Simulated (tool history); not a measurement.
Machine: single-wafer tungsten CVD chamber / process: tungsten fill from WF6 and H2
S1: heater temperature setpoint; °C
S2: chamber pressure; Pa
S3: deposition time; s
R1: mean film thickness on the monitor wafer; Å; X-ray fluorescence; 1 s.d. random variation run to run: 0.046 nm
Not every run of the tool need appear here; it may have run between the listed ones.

Run 1, hour 0.0: S1 370 °C, S2 3680 Pa, S3 7.88 s. Result: R1 120.750 Å.
Run 2, hour 1.9: S1 370 °C, S2 3426 Pa, S3 7.88 s. Result: R1 116.500 Å.
Run 3, hour 7.7: S1 376 °C, S2 3426 Pa, S3 7.88 s. Result: R1 128.910 Å.
Run 4, hour 15.4: S1 372 °C, S2 3413 Pa, S3 7.88 s. Result: R1 119.480 Å.
Run 5, hour 17.4: S1 372 °C, S2 3920 Pa, S3 7.88 s. Result: R1 130.400 Å.
Run 6, hour 21.0: S1 378 °C, S2 3920 Pa, S3 7.88 s. Result: R1 142.960 Å.
Run 7, hour 28.0: S1 373 °C, S2 3906 Pa, S3 7.88 s. Result: R1 132.220 Å.
Run 8, hour 35.8: S1 369 °C, S2 3893 Pa, S3 7.88 s. Result: R1 122.010 Å.
Run 9, hour 36.5: S1 366 °C, S2 3880 Pa, S3 7.88 s. Result: R1 115.840 Å.
Run 10, hour 37.1: S1 363 °C, S2 3866 Pa, S3 7.88 s. Result: R1 108.630 Å.
Run 11, hour 40.7: S1 361 °C, S2 3866 Pa, S3 7.88 s. Result: R1 103.310 Å.
Run 12, hour 46.5: S1 359 °C, S2 3866 Pa, S3 7.88 s. Result: R1 101.960 Å.
Run 13, hour 51.4: S1 347 °C, S2 3826 Pa, S3 7.88 s. Result: R1 79.022 Å.

The next listed run, before its measurement:
Run 14, hour 57.6: S1 348 °C, S2 3826 Pa, S3 7.88 s. Result: R1 ?.

R1: 80.500 Å
